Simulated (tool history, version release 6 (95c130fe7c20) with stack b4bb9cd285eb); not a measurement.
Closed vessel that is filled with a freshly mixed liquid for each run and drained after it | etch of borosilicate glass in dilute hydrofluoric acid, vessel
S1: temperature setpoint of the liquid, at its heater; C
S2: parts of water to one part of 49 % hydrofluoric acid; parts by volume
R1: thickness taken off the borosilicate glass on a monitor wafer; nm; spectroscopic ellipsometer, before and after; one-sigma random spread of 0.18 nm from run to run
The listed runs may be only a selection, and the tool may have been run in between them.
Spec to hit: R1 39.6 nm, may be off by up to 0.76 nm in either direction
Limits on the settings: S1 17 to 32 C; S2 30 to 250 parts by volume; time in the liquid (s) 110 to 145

Run 1, hour 0: S1 24 C, S2 140 parts by volume, time in the liquid (s) 145. Result: R1 22.525 nm.
Run 2, hour 4.1: S1 24 C, S2 165 parts by volume, time in the liquid (s) 145. Result: R1 18.52 nm.
Run 3, hour 7.9: S1 25 C, S2 160 parts by volume, time in the liquid (s) 145. Result: R1 19.959 nm.
Run 4, hour 11: S1 26 C, S2 155 parts by volume, time in the liquid (s) 145. Result: R1 21.69 nm.
Run 5, hour 19: S1 26.5 C, S2 150 parts by volume, time in the liquid (s) 145. Result: R1 22.954 nm.
Run 6, hour 21.8: S1 29 C, S2 150 parts by volume, time in the liquid (s) 145. Result: R1 25.106 nm.
Run 7, hour 27.5: S1 32 C, S2 100 parts by volume, time in the liquid (s) 145. Result: R1 44.974 nm.
Run 8, hour 31.6: S1 31.5 C, S2 100 parts by volume, time in the liquid (s) 145. Result: R1 44.159 nm.
Run 9, hour 40: S1 31 C, S2 100 parts by volume, time in the liquid (s) 145. Result: R1 43.517 nm.
Run 10, hour 45.8: S1 30.5 C, S2 100 parts by volume, time in the liquid (s) 145. Result: R1 42.58 nm.

Exactly one of the 4 candidate moves below puts every result within its allowed miss. Which one?
Run A, hour 51.6: S1 24.5 C, S2 85 parts by volume, time in the liquid (s) 135. Result: R1 ?.
Run B, hour 51.6: S1 27 C, S2 95 parts by volume, time in the liquid (s) 145. Result: R1 ?.
Run C, hour 51.6: S1 27 C, S2 100 parts by volume, time in the liquid (s) 145. Result: R1 ?.
Run D, hour 51.6: S1 29.5 C, S2 100 parts by volume, time in the liquid (s) 145. Result: R1 ?.

move      R1
   A  37.869
   B   39.63
   C  37.401
   D  41.139
A: the result that was furthest off in the last run now lies on the other side of its target
B: in spec on every target
C: the result that was furthest off in the last run now lies on the other side of its target
D: an improvement on the last run, though not all results are within tolerance
B meets every target.
